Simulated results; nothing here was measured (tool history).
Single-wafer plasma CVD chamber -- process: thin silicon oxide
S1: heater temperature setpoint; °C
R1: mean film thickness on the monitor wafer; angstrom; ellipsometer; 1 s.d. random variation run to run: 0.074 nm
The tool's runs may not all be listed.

run 1 hour=0.0 | S1=420 chamber_pressure_(mTorr)=576 RF_power_(W)=245 deposition_time_(s)=11.35 | R1=130.09
run 2 hour=2.9 | S1=420 chamber_pressure_(mTorr)=606 RF_power_(W)=245 deposition_time_(s)=11.35 | R1=134.46
run 3 hour=5.2 | S1=420 chamber_pressure_(mTorr)=606 RF_power_(W)=215 deposition_time_(s)=11.35 | R1=126.69
run 4 hour=10.1 | S1=420 chamber_pressure_(mTorr)=606 RF_power_(W)=245 deposition_time_(s)=11.35 | R1=136.15
run 5 hour=12.1 | S1=420 chamber_pressure_(mTorr)=632 RF_power_(W)=245 deposition_time_(s)=11.35 | R1=142.09
-- hour=19.4 capacitance manometer re-zeroed and calibrated
run 6 hour=19.4 | S1=420 chamber_pressure_(mTorr)=652 RF_power_(W)=245 deposition_time_(s)=11.35 | R1=154.59
run 7 hour=23.8 | S1=420 chamber_pressure_(mTorr)=652 RF_power_(W)=245 deposition_time_(s)=11.35 | R1=154.42
run 8 hour=26.2 | S1=420 chamber_pressure_(mTorr)=657 RF_power_(W)=245 deposition_time_(s)=11.35 | R1=156.08

Run 9, settings as shown, results not yet in. Your forecast:
run 9 hour=28.1 | S1=420 chamber_pressure_(mTorr)=661 RF_power_(W)=245 deposition_time_(s)=11.35 | R1=?

{"run 9": {"R1": 157.65}}
